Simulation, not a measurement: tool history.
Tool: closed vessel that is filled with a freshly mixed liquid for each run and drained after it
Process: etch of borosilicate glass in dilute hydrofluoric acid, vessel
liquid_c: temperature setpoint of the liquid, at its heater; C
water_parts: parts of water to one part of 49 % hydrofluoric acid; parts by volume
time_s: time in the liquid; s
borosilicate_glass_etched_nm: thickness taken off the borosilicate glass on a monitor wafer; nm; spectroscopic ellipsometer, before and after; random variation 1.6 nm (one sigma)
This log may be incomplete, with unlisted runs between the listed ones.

run,hour,liquid_c,water_parts,time_s,borosilicate_glass_etched_nm
1,0.0,22.0,295,870,87.347
2,4.7,22.0,205,870,137.900
3,7.0,24.0,205,870,149.430
4,9.4,25.5,200,870,161.520
5,15.6,27.0,195,870,173.720
6,21.2,27.0,125,870,295.530
7,24.0,24.5,125,870,268.180
8,28.8,22.5,130,870,241.380

Run 9 comes next. What will it give?
9,31.5,18.5,135,870,?

{"run 9": {"borosilicate_glass_etched_nm": 195.94}}
